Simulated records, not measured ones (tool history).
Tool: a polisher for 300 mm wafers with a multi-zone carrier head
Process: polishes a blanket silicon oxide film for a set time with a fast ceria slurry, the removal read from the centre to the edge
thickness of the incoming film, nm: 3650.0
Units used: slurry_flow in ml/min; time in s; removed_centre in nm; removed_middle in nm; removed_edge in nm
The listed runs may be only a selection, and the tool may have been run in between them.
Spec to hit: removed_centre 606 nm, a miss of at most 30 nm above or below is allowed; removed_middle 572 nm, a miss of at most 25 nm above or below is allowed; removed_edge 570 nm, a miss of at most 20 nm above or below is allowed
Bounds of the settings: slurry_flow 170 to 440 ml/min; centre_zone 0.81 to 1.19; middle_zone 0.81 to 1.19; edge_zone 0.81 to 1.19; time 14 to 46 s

Run 1, hour 0: slurry_flow 280 ml/min, centre_zone 1, middle_zone 1, edge_zone 1, time 30 s. Result: removed_centre 386.16 nm, removed_middle 383.36 nm, removed_edge 388.36 nm.
Run 2, hour 6.9: slurry_flow 285 ml/min, centre_zone 1.03, middle_zone 1.02, edge_zone 1.03, time 33 s. Result: removed_centre 437.11 nm, removed_middle 427.06 nm, removed_edge 429.79 nm.
Run 3, hour 15.2: slurry_flow 285 ml/min, centre_zone 1, middle_zone 1.02, edge_zone 1.03, time 33 s. Result: removed_centre 424.07 nm, removed_middle 418.64 nm, removed_edge 428.55 nm.
Run 4, hour 21.6: slurry_flow 285 ml/min, centre_zone 1, middle_zone 1.02, edge_zone 1.03, time 27 s. Result: removed_centre 346.96 nm, removed_middle 345.59 nm, removed_edge 357.13 nm.
Run 5, hour 29.2: slurry_flow 245 ml/min, centre_zone 1, middle_zone 1.02, edge_zone 1.03, time 27 s. Result: removed_centre 339.57 nm, removed_middle 333.9 nm, removed_edge 344.64 nm.
Run 6, hour 38.1: slurry_flow 280 ml/min, centre_zone 1.03, middle_zone 1.03, edge_zone 1.04, time 30 s. Result: removed_centre 395.56 nm, removed_middle 390.67 nm, removed_edge 394.49 nm.
Run 7, hour 41.6: slurry_flow 345 ml/min, centre_zone 1.13, middle_zone 1.08, edge_zone 1.14, time 38 s. Result: removed_centre 553.87 nm, removed_middle 527.69 nm, removed_edge 536.65 nm.
Run 8, hour 50.3: slurry_flow 345 ml/min, centre_zone 1.14, middle_zone 1.09, edge_zone 1.14, time 39 s. Result: removed_centre 601.23 nm, removed_middle 545.14 nm, removed_edge 549.03 nm.
Run 9, hour 57.8: slurry_flow 350 ml/min, centre_zone 1.14, middle_zone 1.1, edge_zone 1.15, time 39 s. Result: removed_centre 568.74 nm, removed_middle 558.45 nm, removed_edge 550.61 nm.
Run 10, hour 62.6: slurry_flow 350 ml/min, centre_zone 1.15, middle_zone 1.1, edge_zone 1.15, time 39 s. Result: removed_centre 586.27 nm, removed_middle 544.73 nm, removed_edge 544.83 nm.
Run 11, hour 66.5: slurry_flow 355 ml/min, centre_zone 1.15, middle_zone 1.1, edge_zone 1.15, time 39 s. Result: removed_centre 594.21 nm, removed_middle 552.1 nm, removed_edge 555.9 nm.
Run 12, hour 67.8: slurry_flow 355 ml/min, centre_zone 1.15, middle_zone 1.1, edge_zone 1.15, time 39 s. Result: removed_centre 581.67 nm, removed_middle 543.98 nm, removed_edge 554.84 nm.

5 next moves are on the table. One of them brings every result within its allowed miss. Which?
Run A, hour 69.1: slurry_flow 435 ml/min, centre_zone 1.07, middle_zone 1.06, edge_zone 1.19, time 36 s. Result: removed_centre ?, removed_middle ?, removed_edge ?.
Run B, hour 69.1: slurry_flow 330 ml/min, centre_zone 1.17, middle_zone 1.06, edge_zone 1.12, time 38 s. Result: removed_centre ?, removed_middle ?, removed_edge ?.
Run C, hour 69.1: slurry_flow 430 ml/min, centre_zone 1.14, middle_zone 1.14, edge_zone 1.19, time 37 s. Result: removed_centre ?, removed_middle ?, removed_edge ?.
Run D, hour 69.1: slurry_flow 315 ml/min, centre_zone 1.15, middle_zone 1.11, edge_zone 1.15, time 41 s. Result: removed_centre ?, removed_middle ?, removed_edge ?.
Run E, hour 69.1: slurry_flow 310 ml/min, centre_zone 1.1, middle_zone 1.19, edge_zone 1.09, time 39 s. Result: removed_centre ?, removed_middle ?, removed_edge ?.

move  removed_centre  removed_middle  removed_edge
   A          505.92          503.94        519.25
   B          570.12          519.95         522.1
   C          554.05          550.59        532.77
   D          601.76          580.96        568.67
   E          546.69          586.04        525.13
A: misses by more than the last run did
B: misses by more than the last run did
C: brings the result that was furthest off to its target, and leaves another outside
D: all results land within tolerance of their targets
E: brings the result that was furthest off to its target, and leaves another outside
The move that meets every target is D.

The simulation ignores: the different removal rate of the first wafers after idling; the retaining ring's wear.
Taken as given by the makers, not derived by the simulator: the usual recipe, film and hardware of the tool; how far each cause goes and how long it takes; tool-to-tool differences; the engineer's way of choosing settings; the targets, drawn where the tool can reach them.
